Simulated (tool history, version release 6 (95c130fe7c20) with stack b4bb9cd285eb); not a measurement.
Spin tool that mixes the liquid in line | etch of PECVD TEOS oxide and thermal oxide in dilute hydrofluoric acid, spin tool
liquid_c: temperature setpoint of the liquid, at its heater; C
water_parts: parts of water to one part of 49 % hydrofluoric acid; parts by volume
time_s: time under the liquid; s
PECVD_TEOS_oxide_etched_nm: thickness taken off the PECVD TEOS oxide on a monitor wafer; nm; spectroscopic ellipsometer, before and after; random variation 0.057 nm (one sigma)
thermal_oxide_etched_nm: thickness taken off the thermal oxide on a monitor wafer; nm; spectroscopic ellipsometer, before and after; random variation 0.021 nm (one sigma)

Run 1, hour 0.0: liquid_c 20.0 C, water_parts 245 parts by volume, time_s 180 s. Result: PECVD_TEOS_oxide_etched_nm 11.7950 nm, thermal_oxide_etched_nm 2.4766 nm.
Run 2, hour 4.7: liquid_c 19.0 C, water_parts 245 parts by volume, time_s 180 s. Result: PECVD_TEOS_oxide_etched_nm 11.3560 nm, thermal_oxide_etched_nm 2.3497 nm.
Run 3, hour 8.3: liquid_c 19.0 C, water_parts 285 parts by volume, time_s 180 s. Result: PECVD_TEOS_oxide_etched_nm 9.4480 nm, thermal_oxide_etched_nm 1.9905 nm.
Run 4, hour 16.4: liquid_c 19.0 C, water_parts 325 parts by volume, time_s 180 s. Result: PECVD_TEOS_oxide_etched_nm 7.9323 nm, thermal_oxide_etched_nm 1.6944 nm.
Run 5, hour 23.3: liquid_c 19.0 C, water_parts 325 parts by volume, time_s 220 s. Result: PECVD_TEOS_oxide_etched_nm 9.8254 nm, thermal_oxide_etched_nm 2.0400 nm.
Run 6, hour 31.1: liquid_c 19.0 C, water_parts 325 parts by volume, time_s 265 s. Result: PECVD_TEOS_oxide_etched_nm 11.7610 nm, thermal_oxide_etched_nm 2.5131 nm.
Run 7, hour 34.4: liquid_c 18.5 C, water_parts 325 parts by volume, time_s 265 s. Result: PECVD_TEOS_oxide_etched_nm 11.4920 nm, thermal_oxide_etched_nm 2.4052 nm.
Run 8, hour 35.6: liquid_c 18.0 C, water_parts 325 parts by volume, time_s 265 s. Result: PECVD_TEOS_oxide_etched_nm 11.4050 nm, thermal_oxide_etched_nm 2.3686 nm.

The next listed run, before its measurement:
Run 9, hour 36.6: liquid_c 18.0 C, water_parts 330 parts by volume, time_s 265 s. Result: PECVD_TEOS_oxide_etched_nm ?, thermal_oxide_etched_nm ?.

Run 9 gave PECVD_TEOS_oxide_etched_nm 11.0000 nm, thermal_oxide_etched_nm 2.3332 nm.
